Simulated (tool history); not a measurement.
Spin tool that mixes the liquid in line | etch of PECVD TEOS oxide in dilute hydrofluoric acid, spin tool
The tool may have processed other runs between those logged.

run	hour	temperature setpoint of the liquid (C)	parts of water to one part of 49 % hydrofluoric acid (parts by volume)	time under the liquid (s)	thickness taken off the PECVD TEOS oxide on a monitor wafer (nm)
1	0.0	20.0	125	60	6.1783
2	6.1	17.0	125	60	5.4715
3	15.1	17.0	155	60	4.3031
4	21.9	18.5	140	60	5.2272
5	30.4	21.0	140	60	5.7967
6	38.0	22.0	125	60	6.9449
7	41.9	23.0	115	60	7.8684
8	47.4	23.5	105	60	8.8729

Run 9 comes next. What will it give?
9	54.0	27.5	55	60	?

{"run 9": {"thickness taken off the PECVD TEOS oxide on a monitor wafer (nm)": 21.128}}
